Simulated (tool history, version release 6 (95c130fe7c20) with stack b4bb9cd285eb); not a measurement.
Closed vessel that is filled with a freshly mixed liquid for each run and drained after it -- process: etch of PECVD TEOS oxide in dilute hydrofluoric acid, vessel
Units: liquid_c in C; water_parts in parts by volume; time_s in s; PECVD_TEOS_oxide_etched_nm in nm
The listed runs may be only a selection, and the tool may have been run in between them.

run 1 hour=0.0 | liquid_c=20.0 water_parts=295 time_s=50 | PECVD_TEOS_oxide_etched_nm=2.8787
run 2 hour=8.9 | liquid_c=22.5 water_parts=250 time_s=50 | PECVD_TEOS_oxide_etched_nm=3.8494
run 3 hour=10.1 | liquid_c=22.5 water_parts=250 time_s=50 | PECVD_TEOS_oxide_etched_nm=3.8705
run 4 hour=14.4 | liquid_c=22.5 water_parts=250 time_s=50 | PECVD_TEOS_oxide_etched_nm=3.8836
run 5 hour=20.3 | liquid_c=24.0 water_parts=250 time_s=50 | PECVD_TEOS_oxide_etched_nm=4.0652
run 6 hour=27.6 | liquid_c=26.5 water_parts=250 time_s=50 | PECVD_TEOS_oxide_etched_nm=4.4452
run 7 hour=30.6 | liquid_c=27.0 water_parts=220 time_s=50 | PECVD_TEOS_oxide_etched_nm=5.2992

Estimate the outcome of run 8 from the log above:
run 8 hour=37.8 | liquid_c=27.5 water_parts=205 time_s=50 | PECVD_TEOS_oxide_etched_nm=?

{"run 8": {"PECVD_TEOS_oxide_etched_nm": 5.8668}}
